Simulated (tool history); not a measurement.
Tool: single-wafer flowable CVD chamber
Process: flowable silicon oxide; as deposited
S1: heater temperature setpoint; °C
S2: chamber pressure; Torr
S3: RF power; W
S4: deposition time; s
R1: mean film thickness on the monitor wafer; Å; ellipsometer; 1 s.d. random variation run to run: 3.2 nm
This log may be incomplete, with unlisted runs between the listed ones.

run 1 hour=0 | S1=105 S2=1.04 S3=1805 S4=543 | R1=3665.6
run 2 hour=5.2 | S1=103 S2=1.04 S3=1805 S4=543 | R1=3946.2
run 3 hour=8.8 | S1=103 S2=0.95 S3=1805 S4=543 | R1=3596
run 4 hour=9.9 | S1=103 S2=0.95 S3=1805 S4=543 | R1=3638.6
run 5 hour=13.8 | S1=103 S2=1.09 S3=1805 S4=543 | R1=4138.3
run 6 hour=21.3 | S1=103 S2=1.24 S3=1805 S4=543 | R1=4585.1

Run 7, settings as shown, results not yet in. Your forecast:
run 7 hour=23.1 | S1=102 S2=1.24 S3=1805 S4=543 | R1=?

R1: 4856.7 Å

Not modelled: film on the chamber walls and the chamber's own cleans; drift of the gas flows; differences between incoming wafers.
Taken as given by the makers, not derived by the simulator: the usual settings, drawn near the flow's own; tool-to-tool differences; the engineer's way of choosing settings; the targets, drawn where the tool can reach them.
